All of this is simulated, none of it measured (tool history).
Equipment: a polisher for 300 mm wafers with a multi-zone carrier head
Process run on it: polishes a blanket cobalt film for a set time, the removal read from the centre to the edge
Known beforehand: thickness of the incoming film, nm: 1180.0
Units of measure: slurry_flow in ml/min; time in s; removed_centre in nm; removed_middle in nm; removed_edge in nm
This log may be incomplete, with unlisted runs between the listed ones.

run  hour  slurry_flow  centre_zone  middle_zone  edge_zone  time  removed_centre  removed_middle  removed_edge
  1   0.0          200         1.00         1.00       1.00    78          342.57          342.84        344.36
  2   8.4          200         1.00         1.00       0.95    78          342.76          344.09        337.08
  3  10.3          200         1.07         1.00       0.95    78          367.61          343.14        335.46
  4  15.7          195         1.06         0.98       0.95    74          335.05          320.06        320.57
  5  24.6          195         1.14         0.98       0.95    74          376.63          321.43        317.10
  6  31.8          190         1.12         0.96       0.95    71          346.55          301.74        312.36
  7  34.6          190         1.11         0.95       0.95    67          324.55          276.35        289.40

Predict the results of run 8:
  8  41.2          190         1.09         0.94       0.95    65               ?               ?             ?

{"run 8": {"removed_centre": 308.15, "removed_middle": 272.41, "removed_edge": 279.19}}

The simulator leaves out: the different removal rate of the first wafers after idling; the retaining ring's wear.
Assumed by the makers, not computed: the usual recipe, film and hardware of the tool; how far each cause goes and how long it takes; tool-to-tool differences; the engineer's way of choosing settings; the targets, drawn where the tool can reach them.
